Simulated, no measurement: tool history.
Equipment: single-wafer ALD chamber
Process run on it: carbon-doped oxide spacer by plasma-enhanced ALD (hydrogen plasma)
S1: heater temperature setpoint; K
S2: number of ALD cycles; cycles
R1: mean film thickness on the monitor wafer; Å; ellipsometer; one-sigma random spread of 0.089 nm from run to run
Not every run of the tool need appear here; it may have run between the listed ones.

run  hour      S1   S2      R1
  1   0.0  653.15  552  271.33
  2   8.2  653.15  518  255.76
  3  16.9  657.15  518  254.96
  4  24.4  657.15  491  242.17
  5  29.7  657.15  471  230.45
  6  33.6  657.15  458  227.22
  7  36.0  657.15  446  219.87
  8  38.7  657.15  438  215.55

The next listed run, before its measurement:
  9  42.3  657.15  432   ?

Run 9 produced R1 213.39 Å.
